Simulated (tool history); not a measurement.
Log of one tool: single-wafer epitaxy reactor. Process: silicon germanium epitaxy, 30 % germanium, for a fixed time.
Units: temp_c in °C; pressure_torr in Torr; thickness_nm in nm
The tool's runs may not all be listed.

run,day,temp_c,pressure_torr,thickness_nm
1,0,605,19.9,67.576
2,0.217,607,19.9,70.637
3,0.408,599,19.9,61.243
4,0.579,610,19.9,75.261
5,0.95,611,19.9,75.624
6,1.258,602,19.9,64.796
7,1.338,602,19.9,64.657

Forecast run 8:
8,1.546,604,19.9,?

thickness_nm: 67.412 nm
